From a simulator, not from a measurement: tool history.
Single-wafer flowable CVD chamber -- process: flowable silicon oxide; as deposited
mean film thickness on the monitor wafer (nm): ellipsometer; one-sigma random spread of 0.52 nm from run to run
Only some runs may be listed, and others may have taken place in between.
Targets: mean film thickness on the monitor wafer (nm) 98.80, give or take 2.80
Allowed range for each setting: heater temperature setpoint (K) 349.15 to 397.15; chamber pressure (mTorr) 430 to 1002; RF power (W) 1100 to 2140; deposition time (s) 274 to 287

run	hour	heater temperature setpoint (K)	chamber pressure (mTorr)	RF power (W)	deposition time (s)	mean film thickness on the monitor wafer (nm)
1	0.0	373.15	716	1620	287	152.55
2	7.2	376.15	715	1620	287	138.48
3	8.4	379.15	714	1620	287	125.22
4	15.8	373.15	714	1620	287	151.67
5	18.4	377.15	713	1620	287	133.57
6	26.9	379.15	712	1620	287	126.76
7	35.7	381.15	711	1620	287	117.48
8	44.5	382.15	711	1620	287	114.26

Consider the 4 candidate settings below. Which is the only one whose results all fall within their allowed miss of target?
A	53.3	390.15	850	1635	276	?
B	53.3	377.15	551	1680	286	?
C	53.3	385.15	716	1670	279	?
D	53.3	380.15	605	1635	274	?

move	mean film thickness on the monitor wafer (nm)
A	104.83
B	106.12
C	104.15
D	100.38
A: gains on the last run, yet a result remains outside its allowed miss
B: gains on the last run, yet a result remains outside its allowed miss
C: gains on the last run, yet a result remains outside its allowed miss
D: hits every target within its allowed miss
Move D is the one to make.
